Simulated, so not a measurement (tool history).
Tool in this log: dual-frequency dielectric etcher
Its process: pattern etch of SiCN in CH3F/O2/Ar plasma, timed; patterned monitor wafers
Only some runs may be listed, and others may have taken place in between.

run  hour  source power (W)  bias power (W)  etch time (s)  mean etch depth across the wafer (angstrom)
  1   0.0               430              98           30.5                                       130.83
  2   6.7               450              99           30.5                                       133.66
  3  13.5               470             100           30.5                                       136.54
  4  15.9               470             100           28.5                                       127.41
  5  20.0               490             104           28.5                                       131.17
  6  27.3               420             104           28.5                                       124.26
  7  30.1               510             120           29.0                                       143.04

Run 8 has not been measured yet. What should we expect?
  8  36.6               520             120           29.0                                            ?

Logged for run 8: mean etch depth across the wafer (angstrom) 142.80.
